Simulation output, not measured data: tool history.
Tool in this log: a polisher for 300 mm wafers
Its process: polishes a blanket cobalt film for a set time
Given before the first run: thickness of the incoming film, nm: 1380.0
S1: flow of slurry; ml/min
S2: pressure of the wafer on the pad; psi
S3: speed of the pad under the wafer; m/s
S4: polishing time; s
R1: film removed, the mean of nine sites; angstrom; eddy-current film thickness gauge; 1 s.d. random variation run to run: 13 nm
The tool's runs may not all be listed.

{"run": 1, "hour": 0.0, "S1": 145, "S2": 2.2, "S3": 1.04, "S4": 103, "R1": 6674.3}
{"run": 2, "hour": 7.6, "S1": 145, "S2": 2.2, "S3": 1.04, "S4": 108, "R1": 6924.7}
{"run": 3, "hour": 15.3, "S1": 145, "S2": 2.2, "S3": 1.04, "S4": 103, "R1": 6718.9}
{"run": 4, "hour": 16.0, "S1": 145, "S2": 2.3, "S3": 1.04, "S4": 103, "R1": 6965.7}
{"run": 5, "hour": 21.1, "S1": 145, "S2": 2.3, "S3": 1.04, "S4": 103, "R1": 7083.9}
{"run": 6, "hour": 29.9, "S1": 145, "S2": 2.3, "S3": 1.04, "S4": 108, "R1": 7436.6}
{"run": 7, "hour": 37.7, "S1": 145, "S2": 2.4, "S3": 1.04, "S4": 108, "R1": 7649.8}
{"run": 8, "hour": 45.0, "S1": 145, "S2": 2.5, "S3": 1.04, "S4": 108, "R1": 7959.8}

Run 9 comes next. What will it give?
{"run": 9, "hour": 46.6, "S1": 145, "S2": 2.6, "S3": 1.04, "S4": 108, "R1": "?"}

{"run 9": {"R1": 8604.6}}
